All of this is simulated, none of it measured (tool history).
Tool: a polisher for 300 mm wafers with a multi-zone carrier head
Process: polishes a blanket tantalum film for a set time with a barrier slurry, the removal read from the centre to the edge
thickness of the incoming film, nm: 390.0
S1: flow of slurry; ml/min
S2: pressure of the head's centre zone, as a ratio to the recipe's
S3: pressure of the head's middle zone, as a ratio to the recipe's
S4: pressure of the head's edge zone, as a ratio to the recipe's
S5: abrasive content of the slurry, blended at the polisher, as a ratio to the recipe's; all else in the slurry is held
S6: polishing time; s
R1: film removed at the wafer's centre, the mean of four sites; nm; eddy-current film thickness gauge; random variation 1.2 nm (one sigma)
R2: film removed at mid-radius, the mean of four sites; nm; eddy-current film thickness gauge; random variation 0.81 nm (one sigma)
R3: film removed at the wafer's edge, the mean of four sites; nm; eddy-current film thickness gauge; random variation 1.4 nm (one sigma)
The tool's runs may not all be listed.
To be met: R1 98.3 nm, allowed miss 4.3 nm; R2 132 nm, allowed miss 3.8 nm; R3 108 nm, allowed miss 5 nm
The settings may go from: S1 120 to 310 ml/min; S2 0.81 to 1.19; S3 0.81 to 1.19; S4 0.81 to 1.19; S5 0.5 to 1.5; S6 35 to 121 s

run	hour	S1	S2	S3	S4	S5	S6	R1	R2	R3
1	0	200	1	1	1	1	78	104.85	110.74	103.91
2	8.9	200	1	1	1	1	66	88.979	93.889	87.19
3	17.2	205	0.99	1.02	1.01	1.05	66	91.524	96.961	91.784
4	25.2	205	0.98	1.04	0.99	1.1	67	94.126	101.79	93.598
5	32	255	0.98	1.04	0.99	1.1	67	93.049	105.32	97.55
6	32.8	255	0.93	1.04	0.99	1.1	67	88.311	103.69	94.64
7	34.6	260	0.93	1.06	0.99	1.1	67	89.758	107.41	94.307
8	37.1	265	0.93	1.07	1	1.1	67	91.256	107.44	94.088
9	45	270	0.92	1.08	0.99	1.15	67	90.844	109.78	96.924
10	48.4	275	0.91	1.09	0.99	1.15	67	90.416	112.38	95.519
11	56.6	280	0.91	1.1	0.99	1.2	67	92.291	113.19	97.252
12	62.4	280	0.9	1.11	0.99	1.2	67	90.292	115.07	98.544
13	67.1	280	0.9	1.12	0.99	1.2	67	90.508	115.19	97.522
14	76	280	0.9	1.13	0.99	1.2	67	90.837	117.81	99.495
15	82.5	280	0.9	1.14	0.99	1.2	67	92.317	117.12	99.235
16	90.9	280	0.9	1.15	0.99	1.2	67	89.405	118.13	99.304

Which of these 5 next moves meets every target?
A	99.3	190	0.92	1.19	1.04	1	80	?	?	?
B	99.3	295	0.89	1.11	0.92	1.4	80	?	?	?
C	99.3	255	0.81	1.16	0.98	1.15	76	?	?	?
D	99.3	300	0.87	1.06	0.98	1.15	75	?	?	?
E	99.3	200	0.9	1.04	1.15	1.45	68	?	?	?

move	R1	R2	R3
A	97.832	131.33	109.96
B	110.79	144.16	119.44
C	89.241	132.82	109.41
D	96.393	123.43	109.54
E	91.168	111.55	110.16
A: meets every target
B: takes the result that was furthest off past its target
C: brings the result that was furthest off to its target, and leaves another outside
D: nearer than the last run, and not there yet
E: further off than the last run
Move A is the one to make.
